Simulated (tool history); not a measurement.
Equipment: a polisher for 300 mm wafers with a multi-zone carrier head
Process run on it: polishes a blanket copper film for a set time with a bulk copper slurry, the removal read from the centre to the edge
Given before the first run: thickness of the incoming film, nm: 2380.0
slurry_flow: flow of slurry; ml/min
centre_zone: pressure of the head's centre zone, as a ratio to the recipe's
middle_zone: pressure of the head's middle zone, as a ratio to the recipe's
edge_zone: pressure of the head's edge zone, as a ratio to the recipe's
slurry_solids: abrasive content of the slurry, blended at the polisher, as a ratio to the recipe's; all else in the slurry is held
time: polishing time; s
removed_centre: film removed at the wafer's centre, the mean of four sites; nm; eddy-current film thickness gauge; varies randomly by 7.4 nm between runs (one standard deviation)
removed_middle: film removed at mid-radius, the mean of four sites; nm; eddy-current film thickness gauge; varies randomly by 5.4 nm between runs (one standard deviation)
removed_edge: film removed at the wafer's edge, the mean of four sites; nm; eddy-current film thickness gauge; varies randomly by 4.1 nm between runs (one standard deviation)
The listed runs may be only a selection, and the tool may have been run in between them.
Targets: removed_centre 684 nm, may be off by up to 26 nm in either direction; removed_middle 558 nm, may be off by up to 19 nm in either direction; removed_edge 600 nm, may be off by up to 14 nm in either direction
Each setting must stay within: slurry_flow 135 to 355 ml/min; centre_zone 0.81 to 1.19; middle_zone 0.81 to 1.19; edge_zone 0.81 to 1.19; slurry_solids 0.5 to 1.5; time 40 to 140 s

Run 1, day 0: slurry_flow 225 ml/min, centre_zone 1, middle_zone 1, edge_zone 1, slurry_solids 1, time 90 s. Result: removed_centre 664.41 nm, removed_middle 664.88 nm, removed_edge 677.25 nm.
Run 2, day 0.062: slurry_flow 215 ml/min, centre_zone 1.03, middle_zone 0.96, edge_zone 0.96, slurry_solids 0.95, time 90 s. Result: removed_centre 655.99 nm, removed_middle 614.68 nm, removed_edge 653.41 nm.
Run 3, day 0.175: slurry_flow 215 ml/min, centre_zone 1.03, middle_zone 0.96, edge_zone 0.96, slurry_solids 1.15, time 90 s. Result: removed_centre 695.07 nm, removed_middle 668.02 nm, removed_edge 679.83 nm.
Run 4, day 0.338: slurry_flow 205 ml/min, centre_zone 1.06, middle_zone 0.93, edge_zone 0.92, slurry_solids 1.1, time 90 s. Result: removed_centre 710.02 nm, removed_middle 625.32 nm, removed_edge 666.78 nm.
Run 5, day 0.508: slurry_flow 205 ml/min, centre_zone 1.07, middle_zone 0.93, edge_zone 0.89, slurry_solids 1.05, time 89 s. Result: removed_centre 697.35 nm, removed_middle 610.29 nm, removed_edge 643.9 nm.
Run 6, day 0.846: slurry_flow 205 ml/min, centre_zone 1.07, middle_zone 0.93, edge_zone 0.89, slurry_solids 1.05, time 73 s. Result: removed_centre 565.49 nm, removed_middle 506.46 nm, removed_edge 526.6 nm.
Run 7, day 0.958: slurry_flow 205 ml/min, centre_zone 1.07, middle_zone 0.93, edge_zone 0.89, slurry_solids 1.05, time 73 s. Result: removed_centre 563.57 nm, removed_middle 503.05 nm, removed_edge 528.22 nm.
Run 8, day 1.012: slurry_flow 225 ml/min, centre_zone 1.1, middle_zone 0.94, edge_zone 0.94, slurry_solids 1.1, time 73 s. Result: removed_centre 598.95 nm, removed_middle 514.26 nm, removed_edge 555.76 nm.
Run 9, day 1.25: slurry_flow 240 ml/min, centre_zone 1.12, middle_zone 0.96, edge_zone 0.95, slurry_solids 1.15, time 73 s. Result: removed_centre 617.68 nm, removed_middle 536.11 nm, removed_edge 558.9 nm.
Run 10, day 1.333: slurry_flow 245 ml/min, centre_zone 1.14, middle_zone 0.96, edge_zone 0.97, slurry_solids 1.2, time 73 s. Result: removed_centre 630.21 nm, removed_middle 537.66 nm, removed_edge 574.03 nm.
Run 11, day 1.371: slurry_flow 255 ml/min, centre_zone 1.16, middle_zone 0.96, edge_zone 0.98, slurry_solids 1.25, time 73 s. Result: removed_centre 654.68 nm, removed_middle 554.94 nm, removed_edge 588.52 nm.
Run 12, day 1.671: slurry_flow 260 ml/min, centre_zone 1.17, middle_zone 0.96, edge_zone 0.98, slurry_solids 1.25, time 73 s. Result: removed_centre 654.41 nm, removed_middle 559.57 nm, removed_edge 583.3 nm.

Which of these 5 next moves meets every target?
Run A, day 1.971: slurry_flow 355 ml/min, centre_zone 1.1, middle_zone 0.93, edge_zone 1.02, slurry_solids 1.15, time 75 s. Result: removed_centre ?, removed_middle ?, removed_edge ?.
Run B, day 1.971: slurry_flow 245 ml/min, centre_zone 1.17, middle_zone 0.93, edge_zone 0.94, slurry_solids 1.2, time 77 s. Result: removed_centre ?, removed_middle ?, removed_edge ?.
Run C, day 1.971: slurry_flow 265 ml/min, centre_zone 1.11, middle_zone 1.04, edge_zone 1.03, slurry_solids 1.2, time 71 s. Result: removed_centre ?, removed_middle ?, removed_edge ?.
Run D, day 1.971: slurry_flow 235 ml/min, centre_zone 1.19, middle_zone 0.88, edge_zone 1.01, slurry_solids 1.25, time 78 s. Result: removed_centre ?, removed_middle ?, removed_edge ?.
Run E, day 1.971: slurry_flow 140 ml/min, centre_zone 1.12, middle_zone 1.01, edge_zone 0.97, slurry_solids 1.05, time 82 s. Result: removed_centre ?, removed_middle ?, removed_edge ?.

move  removed_centre  removed_middle  removed_edge
   A          638.76          560.51        611.61
   B          672.58          563.49        598.84
   C          599.94          575.33        576.43
   D          695.17          549.04        630.83
   E          618.23          579.55        591.77
A: meets the target for the result that was furthest off, but another lies outside its allowed miss
B: each result inside its tolerance
C: moves away from the targets compared with the last run
D: moves the result that the last run missed by most past its target, out the other side
E: meets the target for the result that was furthest off, but another lies outside its allowed miss
B meets every target.
